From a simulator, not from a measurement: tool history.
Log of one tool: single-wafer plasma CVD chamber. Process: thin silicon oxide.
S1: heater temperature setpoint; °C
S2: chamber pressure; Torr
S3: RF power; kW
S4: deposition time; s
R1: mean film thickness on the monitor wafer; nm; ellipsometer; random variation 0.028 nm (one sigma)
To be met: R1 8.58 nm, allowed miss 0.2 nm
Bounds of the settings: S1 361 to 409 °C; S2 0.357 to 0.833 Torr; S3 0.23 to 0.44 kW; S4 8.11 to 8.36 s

{"run": 1, "hour": 0.0, "S1": 385, "S2": 0.595, "S3": 0.335, "S4": 8.11, "R1": 11.326}
{"run": 2, "hour": 4.7, "S1": 385, "S2": 0.555, "S3": 0.335, "S4": 8.11, "R1": 10.581}
{"run": 3, "hour": 6.5, "S1": 385, "S2": 0.639, "S3": 0.335, "S4": 8.11, "R1": 12.131}
{"run": 4, "hour": 7.3, "S1": 385, "S2": 0.584, "S3": 0.33, "S4": 8.11, "R1": 11.061}
{"run": 5, "hour": 10.7, "S1": 385, "S2": 0.544, "S3": 0.33, "S4": 8.11, "R1": 10.4}
{"run": 6, "hour": 15.2, "S1": 385, "S2": 0.544, "S3": 0.33, "S4": 8.36, "R1": 10.639}
{"run": 7, "hour": 22.5, "S1": 385, "S2": 0.511, "S3": 0.33, "S4": 8.36, "R1": 9.9718}
{"run": 8, "hour": 25.7, "S1": 385, "S2": 0.511, "S3": 0.33, "S4": 8.36, "R1": 9.9962}
{"run": 9, "hour": 32.5, "S1": 385, "S2": 0.489, "S3": 0.33, "S4": 8.36, "R1": 9.5837}
{"run": 10, "hour": 37.9, "S1": 385, "S2": 0.473, "S3": 0.33, "S4": 8.36, "R1": 9.3381}

5 next moves are on the table. One of them brings every result within its allowed miss. Which?
{"run": "A", "hour": 43.3, "S1": 375, "S2": 0.427, "S3": 0.32, "S4": 8.11, "R1": "?"}
{"run": "B", "hour": 43.3, "S1": 387, "S2": 0.438, "S3": 0.325, "S4": 8.11, "R1": "?"}
{"run": "C", "hour": 43.3, "S1": 388, "S2": 0.453, "S3": 0.35, "S4": 8.29, "R1": "?"}
{"run": "D", "hour": 43.3, "S1": 387, "S2": 0.45, "S3": 0.29, "S4": 8.11, "R1": "?"}
{"run": "E", "hour": 43.3, "S1": 390, "S2": 0.442, "S3": 0.32, "S4": 8.36, "R1": "?"}

move=A R1=8.0401
move=B R1=8.2351
move=C R1=8.9401
move=D R1=8.1443
move=E R1=8.5074
A: takes the result that was furthest off past its target
B: takes the result that was furthest off past its target
C: nearer than the last run, and not there yet
D: takes the result that was furthest off past its target
E: meets every target
The right move is E.
